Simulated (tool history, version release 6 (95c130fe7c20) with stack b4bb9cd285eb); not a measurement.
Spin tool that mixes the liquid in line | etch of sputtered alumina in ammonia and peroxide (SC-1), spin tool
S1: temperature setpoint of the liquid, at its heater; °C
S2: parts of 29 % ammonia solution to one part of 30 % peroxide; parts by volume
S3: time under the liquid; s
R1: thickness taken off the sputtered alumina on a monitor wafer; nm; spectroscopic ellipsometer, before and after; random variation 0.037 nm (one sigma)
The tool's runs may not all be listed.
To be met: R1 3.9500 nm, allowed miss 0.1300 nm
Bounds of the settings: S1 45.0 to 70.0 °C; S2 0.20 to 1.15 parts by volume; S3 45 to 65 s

run	hour	S1	S2	S3	R1
1	0.0	61.0	0.65	65	4.5063
2	8.6	60.5	0.65	65	4.3953
3	14.1	60.5	0.65	65	4.3106
4	16.5	60.0	0.65	65	4.3179
5	22.5	59.5	0.65	65	4.1488
6	27.1	59.5	0.65	45	2.8625
7	31.9	60.0	0.65	45	2.9347
8	35.2	60.0	0.65	45	2.9535
9	38.3	61.0	0.65	45	3.0915
10	40.7	62.5	0.65	45	3.3859

4 next moves are on the table. One of them brings every result within its allowed miss. Which?
A	43.1	64.0	0.60	50	?
B	43.1	67.0	0.70	45	?
C	43.1	61.5	0.90	50	?
D	43.1	65.0	0.55	55	?

move	R1
A	4.0028
B	4.2397
C	3.6668
D	4.5900
A: meets every target
B: takes the result that was furthest off past its target
C: nearer than the last run, and not there yet
D: takes the result that was furthest off past its target
The right move is A.

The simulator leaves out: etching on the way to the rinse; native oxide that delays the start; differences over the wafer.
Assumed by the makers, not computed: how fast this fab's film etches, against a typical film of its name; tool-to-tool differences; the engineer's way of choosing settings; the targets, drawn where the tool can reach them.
